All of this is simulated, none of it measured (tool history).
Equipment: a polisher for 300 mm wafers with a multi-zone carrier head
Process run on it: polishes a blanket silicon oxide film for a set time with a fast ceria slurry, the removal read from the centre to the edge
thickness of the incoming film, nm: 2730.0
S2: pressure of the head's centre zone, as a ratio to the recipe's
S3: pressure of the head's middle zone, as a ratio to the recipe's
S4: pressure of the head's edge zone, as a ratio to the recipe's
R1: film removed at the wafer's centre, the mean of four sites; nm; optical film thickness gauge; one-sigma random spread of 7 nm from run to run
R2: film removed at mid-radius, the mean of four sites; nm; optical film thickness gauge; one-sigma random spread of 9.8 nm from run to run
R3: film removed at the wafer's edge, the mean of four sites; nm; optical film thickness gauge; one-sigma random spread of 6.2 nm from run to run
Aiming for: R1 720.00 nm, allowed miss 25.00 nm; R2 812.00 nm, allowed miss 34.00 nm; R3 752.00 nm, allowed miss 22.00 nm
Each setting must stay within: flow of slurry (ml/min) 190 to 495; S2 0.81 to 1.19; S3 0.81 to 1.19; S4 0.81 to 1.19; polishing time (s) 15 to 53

{"run": 1, "day": 0.0, "flow of slurry (ml/min)": 320, "S2": 1.0, "S3": 1.0, "S4": 1.0, "polishing time (s)": 34, "R1": 535.59, "R2": 549.33, "R3": 523.63}
{"run": 2, "day": 0.354, "flow of slurry (ml/min)": 320, "S2": 0.94, "S3": 1.0, "S4": 1.0, "polishing time (s)": 34, "R1": 518.52, "R2": 543.4, "R3": 525.27}
{"run": 3, "day": 0.654, "flow of slurry (ml/min)": 320, "S2": 0.94, "S3": 1.0, "S4": 0.96, "polishing time (s)": 34, "R1": 515.18, "R2": 543.4, "R3": 511.34}
{"run": 4, "day": 0.758, "flow of slurry (ml/min)": 355, "S2": 0.94, "S3": 1.0, "S4": 0.96, "polishing time (s)": 34, "R1": 514.91, "R2": 540.51, "R3": 512.47}
{"run": 5, "day": 1.133, "flow of slurry (ml/min)": 355, "S2": 0.95, "S3": 1.01, "S4": 0.98, "polishing time (s)": 35, "R1": 540.94, "R2": 562.55, "R3": 541.23}
{"run": 6, "day": 1.408, "flow of slurry (ml/min)": 405, "S2": 0.95, "S3": 1.01, "S4": 0.98, "polishing time (s)": 35, "R1": 534.85, "R2": 585.11, "R3": 547.95}
{"run": 7, "day": 1.538, "flow of slurry (ml/min)": 405, "S2": 0.96, "S3": 1.02, "S4": 1.0, "polishing time (s)": 36, "R1": 561.76, "R2": 602.59, "R3": 557.33}
{"run": 8, "day": 1.729, "flow of slurry (ml/min)": 405, "S2": 0.95, "S3": 1.02, "S4": 1.01, "polishing time (s)": 37, "R1": 581.65, "R2": 609.62, "R3": 585.16}
{"run": 9, "day": 1.812, "flow of slurry (ml/min)": 410, "S2": 0.94, "S3": 1.04, "S4": 1.02, "polishing time (s)": 38, "R1": 581.16, "R2": 636.85, "R3": 603.7}
{"run": 10, "day": 1.867, "flow of slurry (ml/min)": 415, "S2": 1.02, "S3": 1.14, "S4": 1.12, "polishing time (s)": 45, "R1": 748.51, "R2": 827.35, "R3": 742.88}

Consider the 5 candidate settings below. Which is the only one whose results all fall within their allowed miss of target?
{"run": "A", "day": 1.921, "flow of slurry (ml/min)": 455, "S2": 1.03, "S3": 1.18, "S4": 1.05, "polishing time (s)": 47, "R1": "?", "R2": "?", "R3": "?"}
{"run": "B", "day": 1.921, "flow of slurry (ml/min)": 265, "S2": 1.06, "S3": 1.19, "S4": 1.07, "polishing time (s)": 48, "R1": "?", "R2": "?", "R3": "?"}
{"run": "C", "day": 1.921, "flow of slurry (ml/min)": 415, "S2": 0.95, "S3": 1.14, "S4": 1.17, "polishing time (s)": 44, "R1": "?", "R2": "?", "R3": "?"}
{"run": "D", "day": 1.921, "flow of slurry (ml/min)": 455, "S2": 1.07, "S3": 1.14, "S4": 0.99, "polishing time (s)": 45, "R1": "?", "R2": "?", "R3": "?"}
{"run": "E", "day": 1.921, "flow of slurry (ml/min)": 420, "S2": 1.0, "S3": 1.16, "S4": 1.18, "polishing time (s)": 44, "R1": "?", "R2": "?", "R3": "?"}

move=A R1=795.57 R2=881.61 R3=756.18
move=B R1=791.52 R2=862.74 R3=750.31
move=C R1=681.47 R2=796.19 R3=744.58
move=D R1=791.30 R2=819.25 R3=703.91
move=E R1=718.42 R2=808.70 R3=748.20
A: further off than the last run
B: further off than the last run
C: carries the result that was furthest off beyond its target, to the other side
D: further off than the last run
E: all results land within tolerance of their targets
The right move is E.
